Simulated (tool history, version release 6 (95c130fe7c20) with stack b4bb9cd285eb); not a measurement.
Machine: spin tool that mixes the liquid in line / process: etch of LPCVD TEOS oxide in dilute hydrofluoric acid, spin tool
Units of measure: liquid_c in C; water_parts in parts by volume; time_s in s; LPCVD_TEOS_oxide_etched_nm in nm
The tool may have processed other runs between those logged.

run 1 hour=0 | liquid_c=21 water_parts=75 time_s=45 | LPCVD_TEOS_oxide_etched_nm=26.923
run 2 hour=2 | liquid_c=21 water_parts=75 time_s=50 | LPCVD_TEOS_oxide_etched_nm=29.722
run 3 hour=9 | liquid_c=21 water_parts=95 time_s=50 | LPCVD_TEOS_oxide_etched_nm=22.905
run 4 hour=16.9 | liquid_c=23.5 water_parts=75 time_s=50 | LPCVD_TEOS_oxide_etched_nm=32.797
run 5 hour=20.8 | liquid_c=23.5 water_parts=90 time_s=50 | LPCVD_TEOS_oxide_etched_nm=27.07
run 6 hour=22.4 | liquid_c=21 water_parts=90 time_s=50 | LPCVD_TEOS_oxide_etched_nm=24.67
run 7 hour=29.9 | liquid_c=23.5 water_parts=70 time_s=50 | LPCVD_TEOS_oxide_etched_nm=35.594
run 8 hour=33 | liquid_c=25.5 water_parts=60 time_s=50 | LPCVD_TEOS_oxide_etched_nm=45.718
run 9 hour=36.6 | liquid_c=26.5 water_parts=55 time_s=50 | LPCVD_TEOS_oxide_etched_nm=52.112
run 10 hour=42.8 | liquid_c=27.5 water_parts=50 time_s=50 | LPCVD_TEOS_oxide_etched_nm=59.872
run 11 hour=48.8 | liquid_c=28 water_parts=50 time_s=50 | LPCVD_TEOS_oxide_etched_nm=61.007
run 12 hour=53.4 | liquid_c=28.5 water_parts=50 time_s=50 | LPCVD_TEOS_oxide_etched_nm=62.727

The next listed run, before its measurement:
run 13 hour=57 | liquid_c=29 water_parts=50 time_s=50 | LPCVD_TEOS_oxide_etched_nm=?

For run 13 the tool returned LPCVD_TEOS_oxide_etched_nm 63.586 nm.

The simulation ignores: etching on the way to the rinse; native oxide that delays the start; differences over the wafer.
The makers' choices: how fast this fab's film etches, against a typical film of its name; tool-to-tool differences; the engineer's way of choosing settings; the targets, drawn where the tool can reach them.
